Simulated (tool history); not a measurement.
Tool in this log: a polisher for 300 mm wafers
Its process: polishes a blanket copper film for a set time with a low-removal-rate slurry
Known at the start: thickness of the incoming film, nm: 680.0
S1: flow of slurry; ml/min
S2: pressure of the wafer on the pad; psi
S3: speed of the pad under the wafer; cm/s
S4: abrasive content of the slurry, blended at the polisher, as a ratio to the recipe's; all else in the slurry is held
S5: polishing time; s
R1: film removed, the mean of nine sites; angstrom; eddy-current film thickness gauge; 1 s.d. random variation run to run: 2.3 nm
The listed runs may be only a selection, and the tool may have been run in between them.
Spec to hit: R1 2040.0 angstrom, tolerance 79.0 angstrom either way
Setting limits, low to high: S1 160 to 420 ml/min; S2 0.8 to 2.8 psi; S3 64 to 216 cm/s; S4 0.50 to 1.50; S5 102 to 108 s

| run | hour | S1 | S2 | S3 | S4 | S5 | R1 |
|---|---|---|---|---|---|---|---|
| 1 | 0.0 | 270 | 1.8 | 140 | 1.00 | 102 | 2899.7 |
| 2 | 3.4 | 270 | 1.8 | 140 | 0.85 | 102 | 2752.7 |
| 3 | 10.1 | 270 | 1.7 | 140 | 0.85 | 102 | 2643.5 |
| 4 | 15.9 | 270 | 1.6 | 140 | 0.85 | 102 | 2470.7 |
| 5 | 19.7 | 270 | 1.5 | 140 | 0.85 | 102 | 2284.3 |
| 6 | 27.7 | 270 | 1.8 | 140 | 0.85 | 102 | 2751.4 |
| 7 | 35.5 | 270 | 1.7 | 140 | 0.85 | 102 | 2639.2 |
| 8 | 38.5 | 270 | 1.6 | 140 | 0.85 | 102 | 2447.7 |

Which one of the following 4 next-run settings gets every result inside its allowed miss? There is exactly one.
| A | 41.5 | 175 | 1.5 | 132 | 0.80 | 102 | ? |
| B | 41.5 | 300 | 1.6 | 136 | 0.85 | 108 | ? |
| C | 41.5 | 265 | 1.4 | 180 | 0.95 | 108 | ? |
| D | 41.5 | 250 | 1.6 | 178 | 0.80 | 105 | ? |

| move | R1 |
|---|---|
| A | 2068.9 |
| B | 2584.0 |
| C | 2884.0 |
| D | 3055.2 |
A: meets every target
B: misses by more than the last run did
C: misses by more than the last run did
D: misses by more than the last run did
The right move is A.

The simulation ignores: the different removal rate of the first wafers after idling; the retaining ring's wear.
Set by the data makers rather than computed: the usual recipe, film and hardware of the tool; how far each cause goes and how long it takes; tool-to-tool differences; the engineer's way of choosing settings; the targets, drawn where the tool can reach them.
